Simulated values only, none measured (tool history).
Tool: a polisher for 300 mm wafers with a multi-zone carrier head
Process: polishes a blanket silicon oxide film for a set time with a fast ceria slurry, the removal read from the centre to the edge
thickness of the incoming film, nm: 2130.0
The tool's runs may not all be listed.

run  hour  flow of slurry (ml/min)  pressure of the head's centre zone  pressure of the head's middle zone  pressure of the head's edge zone  polishing time (s)  film removed at the wafer's centre (nm)  film removed at mid-radius (nm)  film removed at the wafer's edge (nm)
  1     0                      320                                   1                                   1                                 1                  55                                    640.7                           648.18                                    619
  2   2.5                      315                                   1                                0.98                              0.97                  55                                   641.69                            629.6                                 610.51
  3   4.9                      315                                0.96                                0.98                              0.97                  55                                   617.27                           642.17                                 602.79
  4     6                      310                                0.96                                0.96                              0.95                  55                                   622.47                           624.79                                 604.77
  5   8.2                      305                                0.96                                0.95                              0.93                  54                                   605.15                           605.13                                 588.08
  6  11.2                      305                                0.96                                0.95                              0.91                  54                                   608.92                           610.88                                 583.88

Forecast run 7:
  7  18.2                      300                                0.96                                0.94                               0.9                  54                                        ?                                ?                                      ?

{"run 7": {"film removed at the wafer's centre (nm)": 598.72, "film removed at mid-radius (nm)": 606, "film removed at the wafer's edge (nm)": 573.69}}
